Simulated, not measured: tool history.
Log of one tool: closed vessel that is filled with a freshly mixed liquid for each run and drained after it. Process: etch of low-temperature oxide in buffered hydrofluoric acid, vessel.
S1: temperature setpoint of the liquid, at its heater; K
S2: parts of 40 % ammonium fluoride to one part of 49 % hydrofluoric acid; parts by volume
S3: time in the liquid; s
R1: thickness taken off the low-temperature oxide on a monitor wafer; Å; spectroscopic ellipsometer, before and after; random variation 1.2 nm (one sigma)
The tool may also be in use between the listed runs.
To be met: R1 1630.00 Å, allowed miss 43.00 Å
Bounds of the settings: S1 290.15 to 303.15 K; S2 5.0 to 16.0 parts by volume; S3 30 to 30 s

| run | hour | S1 | S2 | S3 | R1 |
|---|---|---|---|---|---|
| 1 | 0.0 | 295.15 | 9.5 | 30 | 899.04 |
| 2 | 7.8 | 291.65 | 9.5 | 30 | 742.21 |
| 3 | 11.9 | 294.15 | 9.0 | 30 | 896.88 |
| 4 | 13.2 | 294.15 | 11.0 | 30 | 759.15 |
| 5 | 21.2 | 294.15 | 11.0 | 30 | 761.28 |
| 6 | 29.9 | 294.15 | 10.0 | 30 | 831.75 |
| 7 | 36.9 | 296.15 | 9.5 | 30 | 971.79 |
| 8 | 44.0 | 300.15 | 7.5 | 30 | 1515.40 |
| 9 | 52.2 | 300.65 | 7.5 | 30 | 1543.00 |

Which of these 4 next moves meets every target?
| A | 60.4 | 302.15 | 8.0 | 30 | ? |
| B | 60.4 | 296.15 | 6.5 | 30 | ? |
| C | 60.4 | 299.15 | 6.5 | 30 | ? |
| D | 60.4 | 299.65 | 7.5 | 30 | ? |

| move | R1 |
|---|---|
| A | 1576.90 |
| B | 1407.00 |
| C | 1655.70 |
| D | 1480.40 |
A: nearer than the last run, and not there yet
B: further off than the last run
C: meets every target
D: further off than the last run
The right move is C.
